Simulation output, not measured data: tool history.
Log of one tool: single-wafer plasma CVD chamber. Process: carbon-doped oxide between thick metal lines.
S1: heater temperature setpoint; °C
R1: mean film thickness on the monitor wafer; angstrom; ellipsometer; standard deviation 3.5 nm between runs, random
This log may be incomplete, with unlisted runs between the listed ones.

{"run": 1, "hour": 0.0, "S1": 345, "chamber pressure (mTorr)": 6880, "RF power (kW)": 0.375, "deposition time (s)": 135, "R1": 5865.4}
{"run": 2, "hour": 3.1, "S1": 344, "chamber pressure (mTorr)": 7000, "RF power (kW)": 0.38, "deposition time (s)": 135, "R1": 5953.2}
{"run": 3, "hour": 5.3, "S1": 343, "chamber pressure (mTorr)": 7120, "RF power (kW)": 0.385, "deposition time (s)": 135, "R1": 5994.6}
{"run": 4, "hour": 10.1, "S1": 342, "chamber pressure (mTorr)": 7150, "RF power (kW)": 0.39, "deposition time (s)": 135, "R1": 6047.3}
{"run": 5, "hour": 18.5, "S1": 342, "chamber pressure (mTorr)": 7150, "RF power (kW)": 0.345, "deposition time (s)": 135, "R1": 5548.4}
{"run": 6, "hour": 23.2, "S1": 342, "chamber pressure (mTorr)": 7150, "RF power (kW)": 0.305, "deposition time (s)": 135, "R1": 5063.1}
{"run": 7, "hour": 28.0, "S1": 341, "chamber pressure (mTorr)": 7210, "RF power (kW)": 0.32, "deposition time (s)": 135, "R1": 5290.3}
{"run": 8, "hour": 36.0, "S1": 341, "chamber pressure (mTorr)": 7210, "RF power (kW)": 0.32, "deposition time (s)": 135, "R1": 5315.8}
{"run": 9, "hour": 36.9, "S1": 341, "chamber pressure (mTorr)": 7210, "RF power (kW)": 0.32, "deposition time (s)": 135, "R1": 5315.2}
{"run": 10, "hour": 45.6, "S1": 339, "chamber pressure (mTorr)": 7320, "RF power (kW)": 0.33, "deposition time (s)": 135, "R1": 5459.3}

Estimate the outcome of run 11 from the log above:
{"run": 11, "hour": 49.0, "S1": 337, "chamber pressure (mTorr)": 7420, "RF power (kW)": 0.34, "deposition time (s)": 135, "R1": "?"}

{"run 11": {"R1": 5598.4}}

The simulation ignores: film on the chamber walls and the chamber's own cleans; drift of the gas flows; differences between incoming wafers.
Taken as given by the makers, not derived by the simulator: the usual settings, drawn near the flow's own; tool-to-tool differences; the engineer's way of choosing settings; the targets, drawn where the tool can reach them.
